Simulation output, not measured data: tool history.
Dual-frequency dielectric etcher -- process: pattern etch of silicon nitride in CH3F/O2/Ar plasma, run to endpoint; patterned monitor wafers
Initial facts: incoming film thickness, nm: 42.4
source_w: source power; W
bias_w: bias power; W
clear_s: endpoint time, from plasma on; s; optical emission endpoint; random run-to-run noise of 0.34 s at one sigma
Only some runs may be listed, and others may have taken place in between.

run,hour,source_w,bias_w,clear_s
1,0.0,480,91,52.759
2,5.7,520,91,51.634
3,14.2,600,91,48.754
4,22.5,550,88,51.235
5,25.2,520,86,52.195
6,33.9,520,102,49.572

The next listed run, before its measurement:
7,37.1,480,99,?

{"run 7": {"clear_s": 51.876}}
